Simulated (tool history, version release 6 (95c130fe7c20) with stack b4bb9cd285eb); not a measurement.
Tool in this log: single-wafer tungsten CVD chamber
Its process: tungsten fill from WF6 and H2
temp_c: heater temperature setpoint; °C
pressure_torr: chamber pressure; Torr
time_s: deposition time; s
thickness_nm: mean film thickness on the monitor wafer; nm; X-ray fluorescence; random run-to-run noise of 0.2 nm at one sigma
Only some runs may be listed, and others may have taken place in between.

run	hour	temp_c	pressure_torr	time_s	thickness_nm
1	0	390	40.2	35.1	97.893
2	7.9	390	43.1	35.1	102.1
3	10.3	383	42.5	35.1	86.681
4	13.6	379	42.4	35.1	78.809
5	17.2	376	42.3	35.1	73.575
6	18.9	374	42.3	35.1	70.094

Forecast run 7:
7	19.6	373	42.3	35.1	?

Run 7 came out at thickness_nm 68.137 nm.

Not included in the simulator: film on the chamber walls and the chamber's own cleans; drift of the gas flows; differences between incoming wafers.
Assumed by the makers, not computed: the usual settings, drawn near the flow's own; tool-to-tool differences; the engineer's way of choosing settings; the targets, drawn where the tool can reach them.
